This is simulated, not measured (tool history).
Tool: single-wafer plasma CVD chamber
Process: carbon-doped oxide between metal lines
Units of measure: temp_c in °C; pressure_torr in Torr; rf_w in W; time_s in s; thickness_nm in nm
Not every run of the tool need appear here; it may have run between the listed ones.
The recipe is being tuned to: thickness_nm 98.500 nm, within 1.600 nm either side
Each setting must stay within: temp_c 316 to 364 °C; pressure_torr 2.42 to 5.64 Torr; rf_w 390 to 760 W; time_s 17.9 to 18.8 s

run	day	temp_c	pressure_torr	rf_w	time_s	thickness_nm
1	0.000	340	4.03	575	18.8	103.540
2	0.267	344	4.03	575	18.8	102.600
3	0.412	344	4.03	505	18.8	94.497
4	0.554	344	4.03	475	18.8	91.395
# day 0.921: thermocouple changed; heater temperature recalibrated
5	0.921	340	4.22	480	18.8	95.244
6	1.012	340	4.22	555	18.8	102.870
7	1.033	342	4.16	555	18.8	103.220
8	1.171	344	4.08	555	18.8	102.050
9	1.342	344	3.96	555	18.8	102.280
10	1.583	344	3.95	545	18.8	100.860

Which one of the following 5 next-run settings gets every result inside its allowed miss? There is exactly one.
A	1.825	342	4.93	565	17.9	?
B	1.825	340	4.02	555	18.8	?
C	1.825	339	3.95	520	18.8	?
D	1.825	340	3.15	640	18.4	?
E	1.825	343	4.55	530	18.8	?

move	thickness_nm
A	102.790
B	103.900
C	99.856
D	107.460
E	102.010
A: moves away from the targets compared with the last run
B: moves away from the targets compared with the last run
C: all results land within tolerance of their targets
D: moves away from the targets compared with the last run
E: moves away from the targets compared with the last run
C meets every target.
